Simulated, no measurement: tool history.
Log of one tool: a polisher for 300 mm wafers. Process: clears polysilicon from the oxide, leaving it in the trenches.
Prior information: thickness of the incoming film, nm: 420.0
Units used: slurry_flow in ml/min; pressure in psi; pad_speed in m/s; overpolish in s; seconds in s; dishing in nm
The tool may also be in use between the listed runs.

Run 1, hour 0.0: slurry_flow 165 ml/min, pressure 2.3 psi, pad_speed 1.04 m/s, overpolish 17 s. Result: seconds 22.869 s, dishing 63.968 nm.
Run 2, hour 5.8: slurry_flow 165 ml/min, pressure 2.4 psi, pad_speed 1.04 m/s, overpolish 14 s. Result: seconds 22.694 s, dishing 61.342 nm.
Run 3, hour 9.3: slurry_flow 165 ml/min, pressure 2.7 psi, pad_speed 1.02 m/s, overpolish 12 s. Result: seconds 20.710 s, dishing 61.263 nm.
Run 4, hour 11.7: slurry_flow 165 ml/min, pressure 3.0 psi, pad_speed 1.02 m/s, overpolish 12 s. Result: seconds 18.723 s, dishing 62.538 nm.
Run 5, hour 15.2: slurry_flow 200 ml/min, pressure 3.0 psi, pad_speed 1.02 m/s, overpolish 12 s. Result: seconds 18.672 s, dishing 64.386 nm.
Run 6, hour 16.7: slurry_flow 180 ml/min, pressure 2.9 psi, pad_speed 1.08 m/s, overpolish 10 s. Result: seconds 18.596 s, dishing 60.441 nm.

Expected results for the next run?
Run 7, hour 24.5: slurry_flow 165 ml/min, pressure 2.8 psi, pad_speed 1.14 m/s, overpolish 9 s. Result: seconds ?, dishing ?.

Logged for run 7: seconds 18.771 s, dishing 59.777 nm.

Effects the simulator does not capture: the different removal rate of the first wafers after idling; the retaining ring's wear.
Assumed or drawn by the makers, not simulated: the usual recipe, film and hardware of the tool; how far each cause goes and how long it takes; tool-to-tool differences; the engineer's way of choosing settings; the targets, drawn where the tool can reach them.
